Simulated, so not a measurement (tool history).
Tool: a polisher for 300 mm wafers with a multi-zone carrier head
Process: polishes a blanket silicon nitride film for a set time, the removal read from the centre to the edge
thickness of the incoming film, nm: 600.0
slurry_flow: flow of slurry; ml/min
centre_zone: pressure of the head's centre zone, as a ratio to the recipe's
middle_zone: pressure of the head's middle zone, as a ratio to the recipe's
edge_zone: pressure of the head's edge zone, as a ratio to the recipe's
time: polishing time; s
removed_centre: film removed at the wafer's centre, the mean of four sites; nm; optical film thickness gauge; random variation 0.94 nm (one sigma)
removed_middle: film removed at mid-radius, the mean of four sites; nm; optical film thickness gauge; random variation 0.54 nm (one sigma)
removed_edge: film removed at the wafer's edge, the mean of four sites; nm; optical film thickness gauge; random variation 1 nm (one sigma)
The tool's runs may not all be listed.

{"run": 1, "hour": 0.0, "slurry_flow": 160, "centre_zone": 1.0, "middle_zone": 1.0, "edge_zone": 1.0, "time": 47, "removed_centre": 78.198, "removed_middle": 78.259, "removed_edge": 78.805}
{"run": 2, "hour": 6.1, "slurry_flow": 155, "centre_zone": 0.99, "middle_zone": 0.99, "edge_zone": 0.99, "time": 47, "removed_centre": 74.57, "removed_middle": 77.705, "removed_edge": 74.377}
{"run": 3, "hour": 6.8, "slurry_flow": 150, "centre_zone": 0.99, "middle_zone": 0.98, "edge_zone": 1.0, "time": 47, "removed_centre": 74.83, "removed_middle": 75.959, "removed_edge": 76.217}
{"run": 4, "hour": 9.6, "slurry_flow": 145, "centre_zone": 0.98, "middle_zone": 0.97, "edge_zone": 1.0, "time": 47, "removed_centre": 74.334, "removed_middle": 74.759, "removed_edge": 75.766}
{"run": 5, "hour": 10.6, "slurry_flow": 145, "centre_zone": 1.06, "middle_zone": 0.97, "edge_zone": 1.0, "time": 47, "removed_centre": 80.459, "removed_middle": 74.92, "removed_edge": 77.283}
{"run": 6, "hour": 18.3, "slurry_flow": 175, "centre_zone": 1.06, "middle_zone": 0.97, "edge_zone": 1.0, "time": 47, "removed_centre": 82.422, "removed_middle": 76.54, "removed_edge": 77.031}
{"run": 7, "hour": 20.3, "slurry_flow": 170, "centre_zone": 1.04, "middle_zone": 0.96, "edge_zone": 1.0, "time": 47, "removed_centre": 80.253, "removed_middle": 75.25, "removed_edge": 77.626}
{"run": 8, "hour": 25.4, "slurry_flow": 165, "centre_zone": 1.02, "middle_zone": 0.95, "edge_zone": 1.0, "time": 47, "removed_centre": 77.463, "removed_middle": 74.988, "removed_edge": 76.868}
{"run": 9, "hour": 30.0, "slurry_flow": 160, "centre_zone": 1.01, "middle_zone": 0.94, "edge_zone": 1.0, "time": 47, "removed_centre": 78.045, "removed_middle": 74.37, "removed_edge": 76.567}

Forecast run 10:
{"run": 10, "hour": 34.6, "slurry_flow": 130, "centre_zone": 0.91, "middle_zone": 0.91, "edge_zone": 0.98, "time": 44, "removed_centre": "?", "removed_middle": "?", "removed_edge": "?"}

removed_centre: 62.186 nm
removed_middle: 65.911 nm
removed_edge: 68.971 nm
